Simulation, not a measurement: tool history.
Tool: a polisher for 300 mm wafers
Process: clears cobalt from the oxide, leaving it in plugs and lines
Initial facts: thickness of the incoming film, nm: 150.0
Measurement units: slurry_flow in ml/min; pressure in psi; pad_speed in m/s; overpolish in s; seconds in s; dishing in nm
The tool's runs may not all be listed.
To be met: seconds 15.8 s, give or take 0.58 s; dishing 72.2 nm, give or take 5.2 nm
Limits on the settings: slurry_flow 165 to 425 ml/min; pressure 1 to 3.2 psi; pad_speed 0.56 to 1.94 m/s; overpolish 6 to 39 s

run 1 hour=0 | slurry_flow=275 pressure=2.1 pad_speed=1.24 overpolish=20 | seconds=19.714 dishing=68.909
run 2 hour=7 | slurry_flow=275 pressure=2.4 pad_speed=1.24 overpolish=19 | seconds=17.969 dishing=68.859
run 3 hour=8.7 | slurry_flow=275 pressure=2.6 pad_speed=1.24 overpolish=19 | seconds=16.41 dishing=70.82
run 4 hour=14.7 | slurry_flow=275 pressure=2.6 pad_speed=1.06 overpolish=19 | seconds=19.505 dishing=64.985
run 5 hour=20.7 | slurry_flow=275 pressure=2.3 pad_speed=1.06 overpolish=19 | seconds=21.564 dishing=64.543
run 6 hour=21.7 | slurry_flow=235 pressure=2.3 pad_speed=1.06 overpolish=19 | seconds=22.027 dishing=65.968
run 7 hour=29 | slurry_flow=235 pressure=2.4 pad_speed=1.06 overpolish=19 | seconds=21.329 dishing=63.794
run 8 hour=36.3 | slurry_flow=235 pressure=2.5 pad_speed=1.06 overpolish=19 | seconds=20.315 dishing=66.078
run 9 hour=42.8 | slurry_flow=235 pressure=2.5 pad_speed=1.06 overpolish=19 | seconds=20.663 dishing=64.513
run 10 hour=46.4 | slurry_flow=240 pressure=2.6 pad_speed=1.06 overpolish=19 | seconds=20.024 dishing=68.72
run 11 hour=53.3 | slurry_flow=245 pressure=2.7 pad_speed=1.06 overpolish=19 | seconds=18.833 dishing=68.733
run 12 hour=58 | slurry_flow=255 pressure=3.1 pad_speed=1.08 overpolish=19 | seconds=17.198 dishing=70.942

Below are 5 possible settings for the next run. Only one of them brings all results inside the allowed miss of their targets. Which is it?
run A hour=62.7 | slurry_flow=270 pressure=3.1 pad_speed=0.94 overpolish=21 | seconds=? dishing=?
run B hour=62.7 | slurry_flow=300 pressure=3.2 pad_speed=1.1 overpolish=18 | seconds=? dishing=?
run C hour=62.7 | slurry_flow=185 pressure=2.8 pad_speed=1.06 overpolish=20 | seconds=? dishing=?
run D hour=62.7 | slurry_flow=305 pressure=2.9 pad_speed=0.96 overpolish=17 | seconds=? dishing=?
run E hour=62.7 | slurry_flow=320 pressure=3.2 pad_speed=0.92 overpolish=19 | seconds=? dishing=?

move=A seconds=19.263 dishing=71.432
move=B seconds=15.972 dishing=72.204
move=C seconds=19.404 dishing=69.919
move=D seconds=19.715 dishing=64.836
move=E seconds=18.866 dishing=69.297
A: further off than the last run
B: hits every target within its allowed miss
C: further off than the last run
D: further off than the last run
E: further off than the last run
B is the move that brings every result within its allowed miss.
